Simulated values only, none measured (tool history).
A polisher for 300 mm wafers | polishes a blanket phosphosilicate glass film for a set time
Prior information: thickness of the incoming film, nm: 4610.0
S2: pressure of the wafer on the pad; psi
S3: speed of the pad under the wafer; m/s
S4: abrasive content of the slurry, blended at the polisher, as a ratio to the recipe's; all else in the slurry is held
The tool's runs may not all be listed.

Run 1, hour 0.0: flow of slurry (ml/min) 255, S2 3.0 psi, S3 0.92 m/s, S4 1.00, polishing time (s) 113. Result: film removed (Å) 8395.0.
Run 2, hour 0.5: flow of slurry (ml/min) 255, S2 3.0 psi, S3 0.92 m/s, S4 1.00, polishing time (s) 113. Result: film removed (Å) 8430.9.
Run 3, hour 2.5: flow of slurry (ml/min) 255, S2 3.0 psi, S3 0.92 m/s, S4 0.85, polishing time (s) 113. Result: film removed (Å) 7833.4.
Run 4, hour 7.3: flow of slurry (ml/min) 255, S2 3.0 psi, S3 0.92 m/s, S4 1.00, polishing time (s) 113. Result: film removed (Å) 8443.5.
Run 5, hour 15.8: flow of slurry (ml/min) 260, S2 3.1 psi, S3 0.92 m/s, S4 1.00, polishing time (s) 113. Result: film removed (Å) 8623.8.
Run 6, hour 23.2: flow of slurry (ml/min) 260, S2 3.1 psi, S3 0.80 m/s, S4 1.00, polishing time (s) 113. Result: film removed (Å) 7642.3.
Run 7, hour 32.2: flow of slurry (ml/min) 260, S2 3.3 psi, S3 0.80 m/s, S4 1.00, polishing time (s) 113. Result: film removed (Å) 8242.9.
Run 8, hour 38.1: flow of slurry (ml/min) 260, S2 3.5 psi, S3 0.80 m/s, S4 1.00, polishing time (s) 113. Result: film removed (Å) 8788.8.
Run 9, hour 39.0: flow of slurry (ml/min) 260, S2 3.6 psi, S3 0.80 m/s, S4 1.00, polishing time (s) 113. Result: film removed (Å) 8971.4.
Run 10, hour 42.6: flow of slurry (ml/min) 260, S2 3.7 psi, S3 0.80 m/s, S4 1.00, polishing time (s) 113. Result: film removed (Å) 9206.1.
Run 11, hour 49.6: flow of slurry (ml/min) 260, S2 3.7 psi, S3 0.80 m/s, S4 1.00, polishing time (s) 113. Result: film removed (Å) 9119.1.
Run 12, hour 52.0: flow of slurry (ml/min) 265, S2 3.8 psi, S3 0.80 m/s, S4 1.00, polishing time (s) 113. Result: film removed (Å) 9438.6.
Run 13, hour 57.1: flow of slurry (ml/min) 265, S2 3.9 psi, S3 0.80 m/s, S4 1.00, polishing time (s) 113. Result: film removed (Å) 9619.9.
Run 14, hour 63.3: flow of slurry (ml/min) 265, S2 4.0 psi, S3 0.80 m/s, S4 1.00, polishing time (s) 113. Result: film removed (Å) 9905.5.

What does the tool deliver on the next run?
Run 15, hour 71.4: flow of slurry (ml/min) 265, S2 4.1 psi, S3 0.80 m/s, S4 1.00, polishing time (s) 113. Result: film removed (Å) ?.

{"run 15": {"film removed (Å)": 10239.0}}
